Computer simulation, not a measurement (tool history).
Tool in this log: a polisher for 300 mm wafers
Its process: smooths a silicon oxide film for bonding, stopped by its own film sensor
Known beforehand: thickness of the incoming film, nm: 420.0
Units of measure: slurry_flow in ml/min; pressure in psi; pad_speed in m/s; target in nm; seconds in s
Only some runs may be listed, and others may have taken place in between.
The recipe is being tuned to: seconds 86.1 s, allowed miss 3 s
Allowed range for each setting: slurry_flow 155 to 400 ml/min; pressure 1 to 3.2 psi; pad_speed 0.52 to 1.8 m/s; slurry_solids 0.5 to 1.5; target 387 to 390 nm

run 1 hour=0 | slurry_flow=255 pressure=2.1 pad_speed=1.16 slurry_solids=1 target=387 | seconds=41.705
run 2 hour=3.8 | slurry_flow=255 pressure=2.1 pad_speed=1.32 slurry_solids=1 target=387 | seconds=38.22
run 3 hour=12.5 | slurry_flow=255 pressure=2.1 pad_speed=1.32 slurry_solids=1 target=390 | seconds=34.266
run 4 hour=14 | slurry_flow=255 pressure=1.8 pad_speed=1.18 slurry_solids=1 target=390 | seconds=43.224
run 5 hour=18.7 | slurry_flow=255 pressure=1.6 pad_speed=1.04 slurry_solids=1 target=390 | seconds=53.876
run 6 hour=22 | slurry_flow=255 pressure=1.4 pad_speed=0.98 slurry_solids=1 target=390 | seconds=63.247
run 7 hour=23.4 | slurry_flow=250 pressure=1 pad_speed=0.84 slurry_solids=1 target=390 | seconds=100.75
run 8 hour=28.5 | slurry_flow=270 pressure=1 pad_speed=0.84 slurry_solids=1 target=390 | seconds=101.63
run 9 hour=29.1 | slurry_flow=260 pressure=1.1 pad_speed=0.84 slurry_solids=1 target=390 | seconds=92.361

Consider the 4 candidate settings below. Which is the only one whose results all fall within their allowed miss of target?
run A hour=29.7 | slurry_flow=235 pressure=1.4 pad_speed=0.66 slurry_solids=0.95 target=389 | seconds=?
run B hour=29.7 | slurry_flow=310 pressure=1.2 pad_speed=0.76 slurry_solids=0.85 target=390 | seconds=?
run C hour=29.7 | slurry_flow=270 pressure=1 pad_speed=0.8 slurry_solids=1.05 target=390 | seconds=?
run D hour=29.7 | slurry_flow=345 pressure=1.1 pad_speed=0.9 slurry_solids=1 target=390 | seconds=?

move=A seconds=96.332
move=B seconds=102.79
move=C seconds=102.21
move=D seconds=86.365
A: further off than the last run
B: further off than the last run
C: further off than the last run
D: in spec on every target
The right move is D.
